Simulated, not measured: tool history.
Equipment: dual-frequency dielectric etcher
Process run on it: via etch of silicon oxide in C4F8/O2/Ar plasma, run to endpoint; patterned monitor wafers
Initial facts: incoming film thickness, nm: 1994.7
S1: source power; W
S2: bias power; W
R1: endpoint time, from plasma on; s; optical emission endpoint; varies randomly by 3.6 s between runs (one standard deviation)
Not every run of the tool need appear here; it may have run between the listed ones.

run	day	S1	S2	R1
1	0	1920	1700	421.42
2	0.225	1700	1563	463.51
3	0.45	1490	1563	501.07
4	0.654	1440	1555	512.97
5	0.758	1410	1550	515.43
6	0.829	1410	1662	501.79
7	0.942	1360	1654	521.94

For run 8, what comes out?
8	1.017	1340	1651	?

{"run 8": {"R1": 520.97}}

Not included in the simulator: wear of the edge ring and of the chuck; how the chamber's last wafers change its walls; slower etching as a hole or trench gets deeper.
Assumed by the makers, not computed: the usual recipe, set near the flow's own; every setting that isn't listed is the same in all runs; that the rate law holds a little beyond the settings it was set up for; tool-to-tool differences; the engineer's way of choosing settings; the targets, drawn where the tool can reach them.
